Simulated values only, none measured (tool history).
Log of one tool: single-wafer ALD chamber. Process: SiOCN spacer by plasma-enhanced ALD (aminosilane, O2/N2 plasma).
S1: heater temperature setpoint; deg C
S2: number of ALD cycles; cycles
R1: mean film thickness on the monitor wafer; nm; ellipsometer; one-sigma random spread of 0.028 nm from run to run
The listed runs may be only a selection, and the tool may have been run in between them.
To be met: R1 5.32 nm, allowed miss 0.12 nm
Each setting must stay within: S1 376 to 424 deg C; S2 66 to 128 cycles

| run | hour | S1 | S2 | R1 |
|---|---|---|---|---|
| 1 | 0 | 400 | 97 | 6.2002 |
| 2 | 2.3 | 400 | 108 | 6.9181 |
| 3 | 4.9 | 400 | 104 | 6.6129 |
| 4 | 7.1 | 400 | 101 | 6.4435 |
| 5 | 16.1 | 405 | 101 | 6.3234 |
| 6 | 20.7 | 413 | 101 | 6.1677 |
| 7 | 22 | 414 | 99 | 6.035 |
| 8 | 30.7 | 415 | 97 | 5.897 |
| 9 | 31.3 | 416 | 96 | 5.7674 |
| 10 | 31.8 | 417 | 95 | 5.7583 |
| 11 | 39.5 | 417 | 94 | 5.6713 |
| 12 | 45.5 | 417 | 93 | 5.6235 |
| 13 | 51.3 | 417 | 92 | 5.5734 |
| 14 | 54.2 | 417 | 91 | 5.4614 |

Below are 4 possible settings for the next run. Only one of them brings all results inside the allowed miss of their targets. Which is it?
| A | 57.1 | 416 | 81 | ? |
| B | 57.1 | 423 | 91 | ? |
| C | 57.1 | 399 | 89 | ? |
| D | 57.1 | 413 | 93 | ? |

| move | R1 |
|---|---|
| A | 4.9139 |
| B | 5.3808 |
| C | 5.7118 |
| D | 5.7032 |
A: moves the result that the last run missed by most past its target, out the other side
B: in spec on every target
C: its largest miss is bigger than the last run's
D: its largest miss is bigger than the last run's
Move B is the one to make.

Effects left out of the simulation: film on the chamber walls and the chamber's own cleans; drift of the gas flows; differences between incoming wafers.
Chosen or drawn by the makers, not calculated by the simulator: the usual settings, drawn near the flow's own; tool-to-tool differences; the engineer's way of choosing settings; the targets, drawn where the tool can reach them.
